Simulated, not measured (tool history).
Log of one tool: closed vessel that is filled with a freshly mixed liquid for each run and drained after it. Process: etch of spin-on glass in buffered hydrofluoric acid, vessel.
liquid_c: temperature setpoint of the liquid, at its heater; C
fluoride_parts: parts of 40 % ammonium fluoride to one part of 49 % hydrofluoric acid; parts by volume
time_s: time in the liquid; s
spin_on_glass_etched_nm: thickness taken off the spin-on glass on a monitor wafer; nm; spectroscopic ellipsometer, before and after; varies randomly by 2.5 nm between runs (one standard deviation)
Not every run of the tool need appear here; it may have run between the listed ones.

Run 1, hour 0: liquid_c 21 C, fluoride_parts 9.5 parts by volume, time_s 85 s. Result: spin_on_glass_etched_nm 322.95 nm.
Run 2, hour 4.1: liquid_c 22 C, fluoride_parts 9 parts by volume, time_s 85 s. Result: spin_on_glass_etched_nm 356.05 nm.
Run 3, hour 5.6: liquid_c 22 C, fluoride_parts 9 parts by volume, time_s 85 s. Result: spin_on_glass_etched_nm 359.07 nm.
Run 4, hour 7.8: liquid_c 20.5 C, fluoride_parts 9 parts by volume, time_s 85 s. Result: spin_on_glass_etched_nm 327.86 nm.
Run 5, hour 14.3: liquid_c 20.5 C, fluoride_parts 9 parts by volume, time_s 95 s. Result: spin_on_glass_etched_nm 368.82 nm.
Run 6, hour 16.2: liquid_c 21.5 C, fluoride_parts 9 parts by volume, time_s 95 s. Result: spin_on_glass_etched_nm 386.69 nm.
Run 7, hour 24.2: liquid_c 22.5 C, fluoride_parts 9 parts by volume, time_s 95 s. Result: spin_on_glass_etched_nm 408.6 nm.

What does the tool deliver on the next run?
Run 8, hour 28.5: liquid_c 23.5 C, fluoride_parts 9 parts by volume, time_s 95 s. Result: spin_on_glass_etched_nm ?.

spin_on_glass_etched_nm: 432.38 nm
